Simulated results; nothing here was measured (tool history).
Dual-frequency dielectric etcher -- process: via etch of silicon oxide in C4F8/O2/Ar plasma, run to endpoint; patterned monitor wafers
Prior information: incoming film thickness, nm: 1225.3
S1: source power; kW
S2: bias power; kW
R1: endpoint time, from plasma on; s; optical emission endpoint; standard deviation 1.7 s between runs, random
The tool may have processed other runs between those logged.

run 1 day=0.000 | S1=1.720 S2=1.703 | R1=294.68
run 2 day=0.296 | S1=1.720 S2=1.463 | R1=310.64
run 3 day=0.508 | S1=1.790 S2=1.505 | R1=302.94
run 4 day=0.621 | S1=1.790 S2=1.664 | R1=294.61
run 5 day=0.783 | S1=1.790 S2=1.850 | R1=288.52
run 6 day=1.112 | S1=2.090 S2=1.850 | R1=268.19

Predict the results of run 7:
run 7 day=1.183 | S1=2.120 S2=1.862 | R1=?

R1: 261.23 s

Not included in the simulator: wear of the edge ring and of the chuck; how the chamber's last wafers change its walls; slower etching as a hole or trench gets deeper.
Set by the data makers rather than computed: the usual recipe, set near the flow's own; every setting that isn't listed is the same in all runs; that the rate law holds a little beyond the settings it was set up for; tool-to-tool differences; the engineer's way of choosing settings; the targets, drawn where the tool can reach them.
